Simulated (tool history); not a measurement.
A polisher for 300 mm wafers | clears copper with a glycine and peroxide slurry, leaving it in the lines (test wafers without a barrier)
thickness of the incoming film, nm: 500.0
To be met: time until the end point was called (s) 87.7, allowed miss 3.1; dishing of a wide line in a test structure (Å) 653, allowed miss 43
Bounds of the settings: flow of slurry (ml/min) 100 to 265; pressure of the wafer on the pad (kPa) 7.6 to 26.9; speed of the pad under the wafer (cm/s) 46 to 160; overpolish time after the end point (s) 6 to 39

| run | hour | flow of slurry (ml/min) | pressure of the wafer on the pad (kPa) | speed of the pad under the wafer (cm/s) | overpolish time after the end point (s) | time until the end point was called (s) | dishing of a wide line in a test structure (Å) |
|---|---|---|---|---|---|---|---|
| 1 | 0 | 170 | 17.2 | 102 | 20 | 108.34 | 553.34 |
| 2 | 1.8 | 170 | 17.2 | 102 | 25 | 107.63 | 655.95 |
| 3 | 3.2 | 170 | 17.2 | 76 | 25 | 137.39 | 559.4 |
| 4 | 7 | 170 | 20.7 | 76 | 25 | 121.86 | 607.5 |
| 5 | 13.1 | 170 | 20.7 | 58 | 25 | 146.34 | 535.94 |
| 6 | 17.6 | 180 | 22.8 | 66 | 23 | 125.17 | 567.35 |
| 7 | 19.5 | 185 | 24.1 | 74 | 22 | 109.94 | 604.58 |
| 8 | 26.7 | 185 | 24.8 | 78 | 21 | 102.76 | 608.19 |
| 9 | 27.4 | 185 | 25.5 | 80 | 21 | 98.318 | 619.28 |

4 next moves are on the table. One of them brings every result within its allowed miss. Which?
| A | 28.1 | 175 | 26.9 | 98 | 17 | ? | ? |
| B | 28.1 | 185 | 23.4 | 82 | 19 | ? | ? |
| C | 28.1 | 100 | 21.4 | 118 | 20 | ? | ? |
| D | 28.1 | 160 | 22.8 | 106 | 15 | ? | ? |

| move | time until the end point was called (s) | dishing of a wide line in a test structure (Å) |
|---|---|---|
| A | 78.188 | 640.1 |
| B | 100.06 | 574.25 |
| C | 86.304 | 663.64 |
| D | 84.304 | 540.41 |
A: takes the result that was furthest off past its target
B: further off than the last run
C: meets every target
D: takes the result that was furthest off past its target
Move C is the one to make.
